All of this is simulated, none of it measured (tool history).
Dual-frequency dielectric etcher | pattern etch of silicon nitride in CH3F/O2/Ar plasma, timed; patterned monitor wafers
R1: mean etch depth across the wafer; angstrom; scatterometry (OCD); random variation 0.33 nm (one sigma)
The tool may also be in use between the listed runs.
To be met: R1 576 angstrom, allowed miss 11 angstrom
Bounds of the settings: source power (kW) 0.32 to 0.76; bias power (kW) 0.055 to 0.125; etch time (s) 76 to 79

{"run": 1, "hour": 0.0, "source power (kW)": 0.54, "bias power (kW)": 0.09, "etch time (s)": 76, "R1": 653.34}
{"run": 2, "hour": 2.3, "source power (kW)": 0.5, "bias power (kW)": 0.089, "etch time (s)": 76, "R1": 635.97}
{"run": 3, "hour": 10.0, "source power (kW)": 0.47, "bias power (kW)": 0.088, "etch time (s)": 76, "R1": 614.95}
{"run": 4, "hour": 18.1, "source power (kW)": 0.56, "bias power (kW)": 0.088, "etch time (s)": 76, "R1": 656.4}
{"run": 5, "hour": 24.8, "source power (kW)": 0.51, "bias power (kW)": 0.088, "etch time (s)": 76, "R1": 636.7}
{"run": 6, "hour": 31.2, "source power (kW)": 0.51, "bias power (kW)": 0.088, "etch time (s)": 76, "R1": 631.63}
{"run": 7, "hour": 34.8, "source power (kW)": 0.48, "bias power (kW)": 0.087, "etch time (s)": 76, "R1": 621.26}
{"run": 8, "hour": 40.0, "source power (kW)": 0.46, "bias power (kW)": 0.086, "etch time (s)": 76, "R1": 606.05}
{"run": 9, "hour": 45.0, "source power (kW)": 0.45, "bias power (kW)": 0.086, "etch time (s)": 76, "R1": 599.16}
{"run": 10, "hour": 51.4, "source power (kW)": 0.44, "bias power (kW)": 0.086, "etch time (s)": 76, "R1": 595.5}
{"run": 11, "hour": 54.4, "source power (kW)": 0.44, "bias power (kW)": 0.086, "etch time (s)": 76, "R1": 597.28}
{"run": 12, "hour": 59.7, "source power (kW)": 0.43, "bias power (kW)": 0.086, "etch time (s)": 76, "R1": 596.05}
{"run": 13, "hour": 67.9, "source power (kW)": 0.42, "bias power (kW)": 0.086, "etch time (s)": 76, "R1": 589.17}

Which of these 5 next moves meets every target?
{"run": "A", "hour": 76.1, "source power (kW)": 0.43, "bias power (kW)": 0.085, "etch time (s)": 78, "R1": "?"}
{"run": "B", "hour": 76.1, "source power (kW)": 0.41, "bias power (kW)": 0.094, "etch time (s)": 77, "R1": "?"}
{"run": "C", "hour": 76.1, "source power (kW)": 0.42, "bias power (kW)": 0.084, "etch time (s)": 78.5, "R1": "?"}
{"run": "D", "hour": 76.1, "source power (kW)": 0.35, "bias power (kW)": 0.088, "etch time (s)": 79, "R1": "?"}
{"run": "E", "hour": 76.1, "source power (kW)": 0.46, "bias power (kW)": 0.077, "etch time (s)": 77, "R1": "?"}

move=A R1=608.69
move=B R1=612.47
move=C R1=605
move=D R1=580.76
move=E R1=594.69
A: further off than the last run
B: further off than the last run
C: further off than the last run
D: meets every target
E: further off than the last run
Answer: D
